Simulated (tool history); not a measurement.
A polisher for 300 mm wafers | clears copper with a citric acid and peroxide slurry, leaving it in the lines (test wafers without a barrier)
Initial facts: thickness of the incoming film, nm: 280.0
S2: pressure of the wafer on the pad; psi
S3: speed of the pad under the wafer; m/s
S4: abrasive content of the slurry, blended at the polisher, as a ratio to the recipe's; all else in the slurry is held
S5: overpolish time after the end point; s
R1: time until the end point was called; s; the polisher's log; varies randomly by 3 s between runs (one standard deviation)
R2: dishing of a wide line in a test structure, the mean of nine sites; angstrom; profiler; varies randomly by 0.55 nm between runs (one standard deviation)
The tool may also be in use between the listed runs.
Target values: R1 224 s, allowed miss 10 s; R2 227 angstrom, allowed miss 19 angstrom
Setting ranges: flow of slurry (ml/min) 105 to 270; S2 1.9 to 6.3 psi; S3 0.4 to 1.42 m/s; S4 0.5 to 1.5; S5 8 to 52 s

{"run": 1, "hour": 0.0, "flow of slurry (ml/min)": 175, "S2": 4.1, "S3": 0.9, "S4": 1, "S5": 26, "R1": 122.27, "R2": 419.89}
{"run": 2, "hour": 3.4, "flow of slurry (ml/min)": 175, "S2": 3.2, "S3": 0.9, "S4": 1, "S5": 26, "R1": 139.97, "R2": 358.49}
{"run": 3, "hour": 6.3, "flow of slurry (ml/min)": 175, "S2": 3.2, "S3": 0.9, "S4": 1, "S5": 21, "R1": 138.24, "R2": 312.02}
{"run": 4, "hour": 15.1, "flow of slurry (ml/min)": 175, "S2": 2.9, "S3": 0.86, "S4": 1, "S5": 22, "R1": 155.97, "R2": 303.12}
{"run": 5, "hour": 22.1, "flow of slurry (ml/min)": 175, "S2": 2.5, "S3": 0.86, "S4": 1, "S5": 22, "R1": 166.12, "R2": 263.67}
{"run": 6, "hour": 24.5, "flow of slurry (ml/min)": 175, "S2": 1.9, "S3": 0.86, "S4": 1, "S5": 22, "R1": 187.42, "R2": 244.24}
{"run": 7, "hour": 28.6, "flow of slurry (ml/min)": 175, "S2": 1.9, "S3": 0.82, "S4": 1, "S5": 22, "R1": 194.61, "R2": 240.86}
{"run": 8, "hour": 35.6, "flow of slurry (ml/min)": 175, "S2": 1.9, "S3": 0.82, "S4": 1, "S5": 22, "R1": 194.47, "R2": 242.67}

5 candidate next runs follow, results not yet known. Just one meets every target within its allowed miss. Identify it.
{"run": "A", "hour": 42.6, "flow of slurry (ml/min)": 170, "S2": 1.9, "S3": 0.64, "S4": 1, "S5": 21, "R1": "?", "R2": "?"}
{"run": "B", "hour": 42.6, "flow of slurry (ml/min)": 140, "S2": 2.5, "S3": 0.72, "S4": 0.9, "S5": 23, "R1": "?", "R2": "?"}
{"run": "C", "hour": 42.6, "flow of slurry (ml/min)": 210, "S2": 2.2, "S3": 1, "S4": 0.65, "S5": 21, "R1": "?", "R2": "?"}
{"run": "D", "hour": 42.6, "flow of slurry (ml/min)": 205, "S2": 2.2, "S3": 0.64, "S4": 1.05, "S5": 24, "R1": "?", "R2": "?"}
{"run": "E", "hour": 42.6, "flow of slurry (ml/min)": 160, "S2": 2.6, "S3": 0.86, "S4": 0.95, "S5": 18, "R1": "?", "R2": "?"}

move=A R1=249.22 R2=180.66
move=B R1=207.55 R2=234.06
move=C R1=159.44 R2=273.79
move=D R1=227.13 R2=223.66
move=E R1=166.87 R2=228.29
A: pushes the last run's worst result past its target
B: nearer the targets than the last run, but a result is still out of spec
C: further off than the last run
D: hits every target within its allowed miss
E: further off than the last run
Move D is the one to make.

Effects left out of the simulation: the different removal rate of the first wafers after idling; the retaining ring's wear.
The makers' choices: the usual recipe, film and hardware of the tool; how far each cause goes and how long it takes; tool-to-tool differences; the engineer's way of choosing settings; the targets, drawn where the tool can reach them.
